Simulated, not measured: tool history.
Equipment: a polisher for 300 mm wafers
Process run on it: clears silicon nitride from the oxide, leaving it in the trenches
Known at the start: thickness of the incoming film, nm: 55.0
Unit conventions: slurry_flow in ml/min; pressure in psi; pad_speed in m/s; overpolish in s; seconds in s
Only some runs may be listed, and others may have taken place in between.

run  hour  slurry_flow  pressure  pad_speed  overpolish  seconds
  1     0          175       1.8        1.1          23   107.68
  2     3          175       1.8        1.1          23   108.72
  3   7.6          175         2       1.14          23   93.063
  4  14.6          175         2       1.14          23   92.722
  5  17.6          175       2.3       1.14          23   80.914
  6  23.3          175       2.3       1.14          23   79.939
  7  30.5          180       2.8       1.34          23   56.167

Run 8 has not been measured yet. What should we expect?
  8  31.3          180       2.8       1.36          23        ?

Logged for run 8: seconds 57.046 s.
